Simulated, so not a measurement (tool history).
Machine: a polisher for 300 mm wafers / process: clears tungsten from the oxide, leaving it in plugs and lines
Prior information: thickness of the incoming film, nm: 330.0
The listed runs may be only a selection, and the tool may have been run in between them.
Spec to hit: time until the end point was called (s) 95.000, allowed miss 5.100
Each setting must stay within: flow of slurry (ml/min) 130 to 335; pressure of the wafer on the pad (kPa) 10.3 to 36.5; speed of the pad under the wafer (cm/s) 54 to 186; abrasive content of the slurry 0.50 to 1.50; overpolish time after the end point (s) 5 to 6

run,hour,flow of slurry (ml/min),pressure of the wafer on the pad (kPa),speed of the pad under the wafer (cm/s),abrasive content of the slurry,overpolish time after the end point (s),time until the end point was called (s)
1,0.0,215,23.4,118,1.00,6,59.602
2,4.0,215,21.4,118,1.00,6,64.402
3,5.3,185,21.4,118,1.00,6,63.626
4,6.6,185,20.0,118,1.00,6,69.040
5,7.9,185,18.6,118,1.00,6,71.923
6,10.0,135,18.6,118,1.00,6,73.766
7,15.0,135,17.9,118,1.00,6,76.258
8,19.6,135,17.2,118,1.00,6,81.474
9,25.5,135,16.5,118,1.00,6,84.842
10,28.8,135,15.9,118,1.00,6,86.645

4 candidate next runs follow, results not yet known. Just one meets every target within its allowed miss. Identify it.
A,32.1,130,16.5,136,0.95,5,?
B,32.1,135,14.5,138,1.05,6,?
C,32.1,175,12.4,148,0.95,5,?
D,32.1,200,14.5,122,0.75,5,?

move,time until the end point was called (s)
A,74.929
B,81.633
C,88.517
D,96.680
A: further off than the last run
B: further off than the last run
C: better than the last run, though not everything is in spec
D: every result lands within tolerance
The right move is D.

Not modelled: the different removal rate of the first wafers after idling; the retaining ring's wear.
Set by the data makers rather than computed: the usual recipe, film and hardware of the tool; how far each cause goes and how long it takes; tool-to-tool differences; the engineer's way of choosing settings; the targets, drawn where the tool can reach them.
